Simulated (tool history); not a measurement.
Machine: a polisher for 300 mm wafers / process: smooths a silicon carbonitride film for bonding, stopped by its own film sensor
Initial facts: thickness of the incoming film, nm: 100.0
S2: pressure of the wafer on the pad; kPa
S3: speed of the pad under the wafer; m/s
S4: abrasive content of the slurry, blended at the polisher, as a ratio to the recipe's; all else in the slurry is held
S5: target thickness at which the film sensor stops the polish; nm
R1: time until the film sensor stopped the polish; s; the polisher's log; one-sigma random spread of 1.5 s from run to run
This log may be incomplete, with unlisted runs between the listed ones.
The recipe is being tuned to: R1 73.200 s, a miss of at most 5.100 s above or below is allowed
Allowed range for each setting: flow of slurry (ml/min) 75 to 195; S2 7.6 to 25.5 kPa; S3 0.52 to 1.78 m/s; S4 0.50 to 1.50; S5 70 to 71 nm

Run 1, hour 0.0: flow of slurry (ml/min) 125, S2 16.5 kPa, S3 1.14 m/s, S4 1.00, S5 71 nm. Result: R1 98.775 s.
Run 2, hour 2.4: flow of slurry (ml/min) 105, S2 16.5 kPa, S3 1.14 m/s, S4 1.00, S5 71 nm. Result: R1 100.850 s.
Run 3, hour 7.7: flow of slurry (ml/min) 105, S2 17.9 kPa, S3 1.16 m/s, S4 1.00, S5 71 nm. Result: R1 96.102 s.
Run 4, hour 12.6: flow of slurry (ml/min) 105, S2 19.3 kPa, S3 1.20 m/s, S4 1.00, S5 71 nm. Result: R1 88.183 s.
Run 5, hour 16.0: flow of slurry (ml/min) 105, S2 20.0 kPa, S3 1.22 m/s, S4 1.00, S5 71 nm. Result: R1 83.512 s.
Run 6, hour 23.7: flow of slurry (ml/min) 105, S2 20.0 kPa, S3 1.22 m/s, S4 0.90, S5 71 nm. Result: R1 89.088 s.
Run 7, hour 26.3: flow of slurry (ml/min) 105, S2 21.4 kPa, S3 1.24 m/s, S4 0.90, S5 71 nm. Result: R1 79.561 s.
Run 8, hour 31.2: flow of slurry (ml/min) 105, S2 22.1 kPa, S3 1.24 m/s, S4 0.90, S5 71 nm. Result: R1 79.248 s.

Exercise: of the 4 proposed moves below, exactly one satisfies all targets within the stated allowed misses. Which move is it?
Run A, hour 36.1: flow of slurry (ml/min) 100, S2 22.8 kPa, S3 1.12 m/s, S4 1.00, S5 70 nm. Result: R1 ?.
Run B, hour 36.1: flow of slurry (ml/min) 95, S2 22.1 kPa, S3 1.16 m/s, S4 0.90, S5 71 nm. Result: R1 ?.
Run C, hour 36.1: flow of slurry (ml/min) 120, S2 24.8 kPa, S3 1.32 m/s, S4 0.75, S5 71 nm. Result: R1 ?.
Run D, hour 36.1: flow of slurry (ml/min) 105, S2 22.1 kPa, S3 1.34 m/s, S4 0.75, S5 70 nm. Result: R1 ?.

move      R1
   A  84.567
   B  88.128
   C  76.152
   D  89.134
A: lands further from the targets than the last run did
B: lands further from the targets than the last run did
C: meets every target
D: lands further from the targets than the last run did
C is the move that brings every result within its allowed miss.
